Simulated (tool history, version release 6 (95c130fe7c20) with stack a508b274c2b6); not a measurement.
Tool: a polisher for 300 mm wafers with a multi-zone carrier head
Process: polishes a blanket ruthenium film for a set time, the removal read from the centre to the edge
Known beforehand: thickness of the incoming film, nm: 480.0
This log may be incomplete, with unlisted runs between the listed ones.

run,hour,flow of slurry (ml/min),pressure of the head's centre zone,pressure of the head's middle zone,pressure of the head's edge zone,polishing time (s),film removed at the wafer's centre (nm),film removed at mid-radius (nm),film removed at the wafer's edge (nm)
1,0.0,280,1.00,1.00,1.00,82,96.174,96.065,96.014
2,6.2,285,1.02,1.02,1.02,85,100.610,103.030,101.290
3,10.8,290,1.05,1.03,1.03,87,109.830,105.220,102.560
4,13.0,290,1.08,1.03,1.03,87,107.120,106.010,102.380
5,15.3,290,1.08,0.95,1.03,87,111.640,99.173,104.250
6,23.1,290,1.08,0.95,1.03,94,119.900,107.030,113.600
7,24.0,295,1.09,0.97,1.04,95,122.190,107.570,113.800
8,28.0,295,1.10,0.99,1.04,97,122.820,115.280,116.850
9,34.4,305,1.11,1.00,1.04,98,124.960,118.630,116.860

Run 10, settings as shown, results not yet in. Your forecast:
10,38.9,305,1.12,1.01,1.05,99,?,?,?

{"run 10": {"film removed at the wafer's centre (nm)": 128.7, "film removed at mid-radius (nm)": 115.86, "film removed at the wafer's edge (nm)": 119.92}}
